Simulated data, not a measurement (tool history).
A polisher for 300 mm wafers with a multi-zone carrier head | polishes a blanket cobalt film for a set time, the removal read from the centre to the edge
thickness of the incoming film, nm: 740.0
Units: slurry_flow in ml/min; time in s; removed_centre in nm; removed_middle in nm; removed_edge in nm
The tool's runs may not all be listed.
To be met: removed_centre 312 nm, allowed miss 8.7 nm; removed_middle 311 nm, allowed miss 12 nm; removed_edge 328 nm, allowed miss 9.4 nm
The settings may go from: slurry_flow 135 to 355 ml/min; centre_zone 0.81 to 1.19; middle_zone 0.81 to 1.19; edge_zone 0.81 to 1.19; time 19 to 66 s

Run 1, day 0: slurry_flow 225 ml/min, centre_zone 1, middle_zone 1, edge_zone 1, time 42 s. Result: removed_centre 243.48 nm, removed_middle 240 nm, removed_edge 236.41 nm.
Run 2, day 0.275: slurry_flow 225 ml/min, centre_zone 1, middle_zone 0.93, edge_zone 1, time 42 s. Result: removed_centre 242.12 nm, removed_middle 222.67 nm, removed_edge 238.39 nm.
Run 3, day 0.542: slurry_flow 230 ml/min, centre_zone 1, middle_zone 0.94, edge_zone 1.02, time 43 s. Result: removed_centre 248.1 nm, removed_middle 230.35 nm, removed_edge 248.36 nm.
Run 4, day 0.85: slurry_flow 230 ml/min, centre_zone 1, middle_zone 1.03, edge_zone 1.02, time 43 s. Result: removed_centre 252.48 nm, removed_middle 251.64 nm, removed_edge 245.54 nm.
Run 5, day 0.983: slurry_flow 230 ml/min, centre_zone 0.93, middle_zone 1.03, edge_zone 1.02, time 43 s. Result: removed_centre 234.49 nm, removed_middle 252.73 nm, removed_edge 245.69 nm.
Run 6, day 1.054: slurry_flow 180 ml/min, centre_zone 0.93, middle_zone 1.03, edge_zone 1.02, time 43 s. Result: removed_centre 225.05 nm, removed_middle 244.23 nm, removed_edge 241.69 nm.
Run 7, day 1.383: slurry_flow 185 ml/min, centre_zone 0.94, middle_zone 1.03, edge_zone 1.04, time 44 s. Result: removed_centre 232.18 nm, removed_middle 248.88 nm, removed_edge 247.05 nm.
Run 8, day 1.508: slurry_flow 195 ml/min, centre_zone 0.95, middle_zone 1.03, edge_zone 1.06, time 45 s. Result: removed_centre 243.06 nm, removed_middle 259.88 nm, removed_edge 256.08 nm.
Run 9, day 1.871: slurry_flow 205 ml/min, centre_zone 0.95, middle_zone 1.02, edge_zone 1.07, time 46 s. Result: removed_centre 249.68 nm, removed_middle 259.28 nm, removed_edge 265.24 nm.
At day 2.162: edge zone pressure recalibrated.
Run 10, day 2.162: slurry_flow 215 ml/min, centre_zone 0.95, middle_zone 1.02, edge_zone 1.08, time 47 s. Result: removed_centre 259.81 nm, removed_middle 267.91 nm, removed_edge 285.96 nm.
Run 11, day 2.212: slurry_flow 230 ml/min, centre_zone 0.96, middle_zone 1.03, edge_zone 1.09, time 47 s. Result: removed_centre 262.78 nm, removed_middle 271.91 nm, removed_edge 288.42 nm.
Run 12, day 2.392: slurry_flow 240 ml/min, centre_zone 0.97, middle_zone 1.04, edge_zone 1.1, time 47 s. Result: removed_centre 269.63 nm, removed_middle 273.63 nm, removed_edge 288.48 nm.
Run 13, day 2.704: slurry_flow 250 ml/min, centre_zone 0.98, middle_zone 1.05, edge_zone 1.11, time 47 s. Result: removed_centre 271.94 nm, removed_middle 281.98 nm, removed_edge 291.23 nm.
Run 14, day 3.067: slurry_flow 260 ml/min, centre_zone 0.99, middle_zone 1.05, edge_zone 1.12, time 47 s. Result: removed_centre 275.69 nm, removed_middle 285.39 nm, removed_edge 296.1 nm.
Run 15, day 3.396: slurry_flow 270 ml/min, centre_zone 1, middle_zone 1.05, edge_zone 1.13, time 47 s. Result: removed_centre 276.19 nm, removed_middle 287.22 nm, removed_edge 295.92 nm.
Run 16, day 3.483: slurry_flow 275 ml/min, centre_zone 1.01, middle_zone 1.05, edge_zone 1.14, time 47 s. Result: removed_centre 286.71 nm, removed_middle 286.94 nm, removed_edge 299.32 nm.
Run 17, day 3.838: slurry_flow 275 ml/min, centre_zone 1.01, middle_zone 1.05, edge_zone 1.14, time 47 s. Result: removed_centre 280.5 nm, removed_middle 280.4 nm, removed_edge 299.61 nm.
Run 18, day 4.021: slurry_flow 280 ml/min, centre_zone 1.02, middle_zone 1.06, edge_zone 1.15, time 47 s. Result: removed_centre 288.6 nm, removed_middle 292.63 nm, removed_edge 297.69 nm.
Run 19, day 4.229: slurry_flow 285 ml/min, centre_zone 1.02, middle_zone 1.06, edge_zone 1.16, time 47 s. Result: removed_centre 287.83 nm, removed_middle 292.13 nm, removed_edge 303.58 nm.
Run 20, day 4.571: slurry_flow 285 ml/min, centre_zone 1.02, middle_zone 1.06, edge_zone 1.16, time 47 s. Result: removed_centre 284.27 nm, removed_middle 291.01 nm, removed_edge 302.72 nm.

Which of these 4 next moves meets every target?
Run A, day 4.912: slurry_flow 320 ml/min, centre_zone 0.98, middle_zone 1.02, edge_zone 1.06, time 45 s. Result: removed_centre ?, removed_middle ?, removed_edge ?.
Run B, day 4.912: slurry_flow 340 ml/min, centre_zone 1.06, middle_zone 1.19, edge_zone 1.11, time 46 s. Result: removed_centre ?, removed_middle ?, removed_edge ?.
Run C, day 4.912: slurry_flow 285 ml/min, centre_zone 1.18, middle_zone 1.05, edge_zone 1.08, time 45 s. Result: removed_centre ?, removed_middle ?, removed_edge ?.
Run D, day 4.912: slurry_flow 260 ml/min, centre_zone 1.01, middle_zone 1.04, edge_zone 1.13, time 52 s. Result: removed_centre ?, removed_middle ?, removed_edge ?.

move  removed_centre  removed_middle  removed_edge
   A           263.4          267.18        279.55
   B          293.51          313.22        293.02
   C          313.68          270.44        279.61
   D          306.48          307.14        328.14
A: further off than the last run
B: further off than the last run
C: brings the result that was furthest off to its target, and leaves another outside
D: meets every target
The right move is D.
